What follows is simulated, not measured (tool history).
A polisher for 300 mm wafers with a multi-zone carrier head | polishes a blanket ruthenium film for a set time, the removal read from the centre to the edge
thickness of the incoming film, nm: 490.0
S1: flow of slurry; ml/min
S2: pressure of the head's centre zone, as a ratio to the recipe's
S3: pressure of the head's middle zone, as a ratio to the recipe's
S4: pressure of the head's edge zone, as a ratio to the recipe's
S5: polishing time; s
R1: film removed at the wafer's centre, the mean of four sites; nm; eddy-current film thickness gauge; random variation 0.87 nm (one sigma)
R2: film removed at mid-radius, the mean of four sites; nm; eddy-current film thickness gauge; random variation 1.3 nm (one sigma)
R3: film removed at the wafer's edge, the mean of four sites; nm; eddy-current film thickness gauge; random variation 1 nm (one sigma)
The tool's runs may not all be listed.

Run 1, day 0.000: S1 230 ml/min, S2 1.00, S3 1.00, S4 1.00, S5 73 s. Result: R1 143.10 nm, R2 147.94 nm, R3 144.67 nm.
Run 2, day 0.283: S1 230 ml/min, S2 1.00, S3 1.00, S4 0.96, S5 73 s. Result: R1 143.04 nm, R2 143.51 nm, R3 139.25 nm.
Run 3, day 0.525: S1 230 ml/min, S2 1.00, S3 0.97, S4 0.92, S5 67 s. Result: R1 131.10 nm, R2 129.11 nm, R3 129.39 nm.
Run 4, day 0.600: S1 230 ml/min, S2 1.00, S3 0.97, S4 0.92, S5 80 s. Result: R1 156.30 nm, R2 155.71 nm, R3 153.71 nm.
Run 5, day 0.658: S1 235 ml/min, S2 1.03, S3 0.97, S4 0.90, S5 69 s. Result: R1 140.60 nm, R2 136.38 nm, R3 130.75 nm.
Run 6, day 0.804: S1 235 ml/min, S2 1.03, S3 0.97, S4 0.90, S5 60 s. Result: R1 120.50 nm, R2 116.15 nm, R3 112.62 nm.
Run 7, day 1.154: S1 230 ml/min, S2 1.05, S3 0.95, S4 0.88, S5 58 s. Result: R1 120.98 nm, R2 113.65 nm, R3 109.38 nm.

Run 8 comes next. What will it give?
Run 8, day 1.412: S1 225 ml/min, S2 1.06, S3 0.92, S4 0.86, S5 56 s. Result: R1 ?, R2 ?, R3 ?.

Run 8 gave R1 116.70 nm, R2 103.41 nm, R3 104.46 nm.
